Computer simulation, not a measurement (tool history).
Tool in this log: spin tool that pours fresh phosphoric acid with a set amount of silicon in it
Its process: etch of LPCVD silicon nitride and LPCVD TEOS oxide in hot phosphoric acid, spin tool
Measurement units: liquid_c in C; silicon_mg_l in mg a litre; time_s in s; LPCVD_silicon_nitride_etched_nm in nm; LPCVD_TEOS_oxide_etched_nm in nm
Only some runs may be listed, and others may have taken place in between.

| run | hour | liquid_c | silicon_mg_l | time_s | LPCVD_silicon_nitride_etched_nm | LPCVD_TEOS_oxide_etched_nm |
|---|---|---|---|---|---|---|
| 1 | 0.0 | 163.0 | 11.0 | 180 | 18.4540 | 0.357480 |
| 2 | 6.7 | 164.5 | 11.0 | 180 | 19.5370 | 0.425390 |
| 3 | 7.6 | 164.5 | 16.5 | 180 | 19.4230 | 0.358520 |
| 4 | 11.3 | 163.5 | 16.5 | 180 | 18.4940 | 0.320770 |
| 5 | 17.5 | 162.0 | 19.0 | 130 | 12.8500 | 0.220560 |
| 6 | 23.3 | 162.0 | 15.5 | 130 | 12.7660 | 0.221320 |
| 7 | 27.0 | 161.0 | 14.0 | 95 | 9.0515 | 0.148760 |
| 8 | 28.4 | 161.0 | 14.0 | 95 | 9.1343 | 0.152700 |
| 9 | 36.7 | 158.5 | 7.5 | 15 | 1.2916 | 0.023728 |

The next listed run, before its measurement:
| 10 | 39.1 | 160.5 | 8.0 | 15 | ? | ? |

LPCVD_silicon_nitride_etched_nm: 1.3987 nm
LPCVD_TEOS_oxide_etched_nm: 0.027901 nm
